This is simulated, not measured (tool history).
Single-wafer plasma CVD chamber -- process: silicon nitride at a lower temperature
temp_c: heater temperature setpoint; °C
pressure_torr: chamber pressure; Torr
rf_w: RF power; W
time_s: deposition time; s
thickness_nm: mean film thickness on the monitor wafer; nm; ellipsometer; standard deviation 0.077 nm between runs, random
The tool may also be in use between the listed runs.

Run 1, hour 0.0: temp_c 340 °C, pressure_torr 1.47 Torr, rf_w 290 W, time_s 18.5 s. Result: thickness_nm 22.818 nm.
Run 2, hour 2.7: temp_c 340 °C, pressure_torr 1.47 Torr, rf_w 290 W, time_s 19.1 s. Result: thickness_nm 23.640 nm.
Run 3, hour 10.8: temp_c 349 °C, pressure_torr 1.47 Torr, rf_w 290 W, time_s 19.1 s. Result: thickness_nm 23.833 nm.
Run 4, hour 12.9: temp_c 344 °C, pressure_torr 1.47 Torr, rf_w 290 W, time_s 19.1 s. Result: thickness_nm 23.664 nm.
Run 5, hour 17.5: temp_c 344 °C, pressure_torr 1.47 Torr, rf_w 255 W, time_s 19.1 s. Result: thickness_nm 21.824 nm.
Run 6, hour 24.0: temp_c 344 °C, pressure_torr 1.37 Torr, rf_w 250 W, time_s 19.1 s. Result: thickness_nm 21.233 nm.
Run 7, hour 28.5: temp_c 344 °C, pressure_torr 1.30 Torr, rf_w 245 W, time_s 19.1 s. Result: thickness_nm 20.657 nm.
Run 8, hour 32.6: temp_c 344 °C, pressure_torr 1.25 Torr, rf_w 240 W, time_s 19.1 s. Result: thickness_nm 20.210 nm.

Predict the results of run 9:
Run 9, hour 37.8: temp_c 344 °C, pressure_torr 1.22 Torr, rf_w 240 W, time_s 19.1 s. Result: thickness_nm ?.

Run 9 came out at thickness_nm 20.186 nm.

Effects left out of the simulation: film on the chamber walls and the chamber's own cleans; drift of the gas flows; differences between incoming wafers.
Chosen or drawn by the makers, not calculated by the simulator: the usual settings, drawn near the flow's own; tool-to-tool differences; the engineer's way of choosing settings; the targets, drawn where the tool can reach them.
